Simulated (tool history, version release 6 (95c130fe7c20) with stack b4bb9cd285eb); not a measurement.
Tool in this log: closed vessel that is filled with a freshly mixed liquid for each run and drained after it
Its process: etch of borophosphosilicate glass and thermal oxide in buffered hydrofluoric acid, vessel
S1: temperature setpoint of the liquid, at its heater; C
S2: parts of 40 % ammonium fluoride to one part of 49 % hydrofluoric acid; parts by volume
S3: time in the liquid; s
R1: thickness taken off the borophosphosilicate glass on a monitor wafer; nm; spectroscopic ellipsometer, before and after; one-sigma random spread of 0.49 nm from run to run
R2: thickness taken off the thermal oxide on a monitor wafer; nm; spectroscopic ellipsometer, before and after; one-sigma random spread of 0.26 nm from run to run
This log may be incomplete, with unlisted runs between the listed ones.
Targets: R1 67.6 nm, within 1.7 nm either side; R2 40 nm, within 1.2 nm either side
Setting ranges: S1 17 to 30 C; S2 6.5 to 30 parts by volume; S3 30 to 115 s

{"run": 1, "hour": 0.0, "S1": 22, "S2": 19.5, "S3": 60, "R1": 47.984, "R2": 27.923}
{"run": 2, "hour": 1.1, "S1": 23, "S2": 19.5, "S3": 60, "R1": 49.863, "R2": 29.813}
{"run": 3, "hour": 7.1, "S1": 23, "S2": 19.5, "S3": 40, "R1": 33.407, "R2": 19.954}
{"run": 4, "hour": 8.1, "S1": 24, "S2": 18, "S3": 40, "R1": 37.868, "R2": 22.323}
{"run": 5, "hour": 13.5, "S1": 21, "S2": 18, "S3": 40, "R1": 32.009, "R2": 18.816}
{"run": 6, "hour": 21.1, "S1": 21, "S2": 21.5, "S3": 40, "R1": 28.187, "R2": 16.684}
{"run": 7, "hour": 23.4, "S1": 22.5, "S2": 19.5, "S3": 40, "R1": 32.214, "R2": 19.273}
{"run": 8, "hour": 29.5, "S1": 23.5, "S2": 18, "S3": 40, "R1": 36.623, "R2": 21.832}
{"run": 9, "hour": 34.5, "S1": 24.5, "S2": 17, "S3": 40, "R1": 41.059, "R2": 24.208}
{"run": 10, "hour": 35.1, "S1": 25.5, "S2": 16.5, "S3": 40, "R1": 43.993, "R2": 26.321}
{"run": 11, "hour": 37.6, "S1": 29.5, "S2": 10.5, "S3": 40, "R1": 84.541, "R2": 50.486}
{"run": 12, "hour": 41.6, "S1": 29, "S2": 10.5, "S3": 40, "R1": 83.139, "R2": 50.102}
{"run": 13, "hour": 50.1, "S1": 29, "S2": 10.5, "S3": 40, "R1": 83.378, "R2": 48.993}
{"run": 14, "hour": 51.4, "S1": 29, "S2": 10.5, "S3": 40, "R1": 82.92, "R2": 49.833}
{"hour": 53.4, "done": "hydrofluoric acid flow meter replaced"}
{"run": 15, "hour": 53.4, "S1": 25, "S2": 10.5, "S3": 40, "R1": 73.594, "R2": 43.879}
{"run": 16, "hour": 54.7, "S1": 24.5, "S2": 10.5, "S3": 40, "R1": 71.473, "R2": 42.803}
{"run": 17, "hour": 56.9, "S1": 24, "S2": 10.5, "S3": 40, "R1": 69.262, "R2": 40.667}

Below are 4 possible settings for the next run. Only one of them brings all results inside the allowed miss of their targets. Which is it?
{"run": "A", "hour": 59.1, "S1": 17, "S2": 10.5, "S3": 60, "R1": "?", "R2": "?"}
{"run": "B", "hour": 59.1, "S1": 23.5, "S2": 10, "S3": 40, "R1": "?", "R2": "?"}
{"run": "C", "hour": 59.1, "S1": 21.5, "S2": 13, "S3": 55, "R1": "?", "R2": "?"}
{"run": "D", "hour": 59.1, "S1": 21.5, "S2": 6.5, "S3": 30, "R1": "?", "R2": "?"}

move=A R1=70.331 R2=41.82
move=B R1=70.412 R2=42.046
move=C R1=67.088 R2=40.081
move=D R1=71.252 R2=42.256
A: moves away from the targets compared with the last run
B: moves away from the targets compared with the last run
C: every result lands within tolerance
D: moves away from the targets compared with the last run
The move that meets every target is C.
